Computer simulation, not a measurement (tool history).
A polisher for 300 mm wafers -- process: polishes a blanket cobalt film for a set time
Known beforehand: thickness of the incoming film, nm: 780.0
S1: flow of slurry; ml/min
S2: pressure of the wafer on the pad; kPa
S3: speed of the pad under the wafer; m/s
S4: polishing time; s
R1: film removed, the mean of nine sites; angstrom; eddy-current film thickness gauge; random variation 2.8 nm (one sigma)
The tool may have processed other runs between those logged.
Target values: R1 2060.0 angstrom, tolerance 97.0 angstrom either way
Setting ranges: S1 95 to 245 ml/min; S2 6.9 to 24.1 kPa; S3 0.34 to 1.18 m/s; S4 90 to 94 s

{"run": 1, "hour": 0.0, "S1": 155, "S2": 15.2, "S3": 0.76, "S4": 90, "R1": 3536.3}
{"run": 2, "hour": 6.4, "S1": 175, "S2": 15.2, "S3": 0.76, "S4": 90, "R1": 3546.4}
{"run": 3, "hour": 7.7, "S1": 175, "S2": 15.2, "S3": 0.76, "S4": 94, "R1": 3721.0}
{"run": 4, "hour": 14.2, "S1": 175, "S2": 17.9, "S3": 0.76, "S4": 94, "R1": 4307.6}
{"run": 5, "hour": 20.6, "S1": 175, "S2": 15.2, "S3": 0.72, "S4": 94, "R1": 3502.4}
{"run": 6, "hour": 27.0, "S1": 175, "S2": 11.7, "S3": 0.72, "S4": 94, "R1": 2811.8}
{"run": 7, "hour": 30.0, "S1": 175, "S2": 10.3, "S3": 0.72, "S4": 94, "R1": 2451.1}
{"run": 8, "hour": 31.7, "S1": 175, "S2": 9.7, "S3": 0.72, "S4": 94, "R1": 2335.1}
{"run": 9, "hour": 36.7, "S1": 175, "S2": 9.7, "S3": 0.72, "S4": 94, "R1": 2262.1}

Which single option among these 5 for the next run brings every result within its allowed miss of target? Just one does.
{"run": "A", "hour": 41.7, "S1": 210, "S2": 7.6, "S3": 0.82, "S4": 92, "R1": "?"}
{"run": "B", "hour": 41.7, "S1": 175, "S2": 10.3, "S3": 0.68, "S4": 94, "R1": "?"}
{"run": "C", "hour": 41.7, "S1": 185, "S2": 10.3, "S3": 0.7, "S4": 91, "R1": "?"}
{"run": "D", "hour": 41.7, "S1": 160, "S2": 10.3, "S3": 0.68, "S4": 94, "R1": "?"}
{"run": "E", "hour": 41.7, "S1": 175, "S2": 10.3, "S3": 0.72, "S4": 92, "R1": "?"}

move=A R1=2132.4
move=B R1=2374.5
move=C R1=2385.0
move=D R1=2338.3
move=E R1=2456.2
A: in spec on every target
B: its largest miss is bigger than the last run's
C: its largest miss is bigger than the last run's
D: its largest miss is bigger than the last run's
E: its largest miss is bigger than the last run's
Correct choice: A, which meets every target
